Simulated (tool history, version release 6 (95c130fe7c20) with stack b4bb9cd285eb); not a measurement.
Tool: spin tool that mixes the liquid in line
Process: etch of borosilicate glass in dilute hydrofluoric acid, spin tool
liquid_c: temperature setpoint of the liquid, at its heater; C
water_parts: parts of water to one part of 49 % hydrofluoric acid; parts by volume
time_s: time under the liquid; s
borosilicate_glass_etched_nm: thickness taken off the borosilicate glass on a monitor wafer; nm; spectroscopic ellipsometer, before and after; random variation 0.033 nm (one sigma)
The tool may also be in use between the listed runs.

run 1 day=0.000 | liquid_c=21.0 water_parts=125 time_s=55 | borosilicate_glass_etched_nm=8.0757
run 2 day=0.271 | liquid_c=21.0 water_parts=100 time_s=55 | borosilicate_glass_etched_nm=10.3470
run 3 day=0.371 | liquid_c=21.0 water_parts=100 time_s=55 | borosilicate_glass_etched_nm=10.3520
run 4 day=0.712 | liquid_c=21.0 water_parts=75 time_s=55 | borosilicate_glass_etched_nm=14.1230
run 5 day=0.988 | liquid_c=21.0 water_parts=45 time_s=55 | borosilicate_glass_etched_nm=24.4360
run 6 day=1.158 | liquid_c=20.5 water_parts=55 time_s=55 | borosilicate_glass_etched_nm=19.3340
-- day=1.271 hydrofluoric acid flow meter replaced
run 7 day=1.271 | liquid_c=20.0 water_parts=65 time_s=55 | borosilicate_glass_etched_nm=14.1880
run 8 day=1.525 | liquid_c=19.5 water_parts=70 time_s=55 | borosilicate_glass_etched_nm=12.9980

Forecast run 9:
run 9 day=1.575 | liquid_c=19.0 water_parts=75 time_s=55 | borosilicate_glass_etched_nm=?

Run 9 gave borosilicate_glass_etched_nm 11.6560 nm.
